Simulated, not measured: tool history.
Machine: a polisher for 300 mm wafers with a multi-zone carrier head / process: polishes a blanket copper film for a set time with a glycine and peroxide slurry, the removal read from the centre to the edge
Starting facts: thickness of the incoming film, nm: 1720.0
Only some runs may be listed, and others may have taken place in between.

run,hour,flow of slurry (ml/min),pressure of the head's centre zone,pressure of the head's middle zone,pressure of the head's edge zone,polishing time (s),film removed at the wafer's centre (Å),film removed at mid-radius (Å),film removed at the wafer's edge (Å)
1,0.0,220,1.00,1.00,1.00,61,4623.5,4717.5,4786.4
2,5.1,220,1.00,1.00,1.06,61,4606.4,4694.9,4874.8
3,6.2,220,1.06,1.00,1.06,61,4878.8,4813.4,4885.1
4,13.2,230,1.09,1.01,1.09,66,5438.4,5179.6,5301.2
5,19.6,230,1.14,1.01,1.09,66,5640.2,5104.4,5269.4
6,21.8,230,1.14,1.01,1.02,66,5685.9,5119.4,5288.6

Expected results for the next run?
7,28.4,235,1.13,1.03,1.02,70,?,?,?

film removed at the wafer's centre (Å): 6077.4
film removed at mid-radius (Å): 5434.5
film removed at the wafer's edge (Å): 5484.9
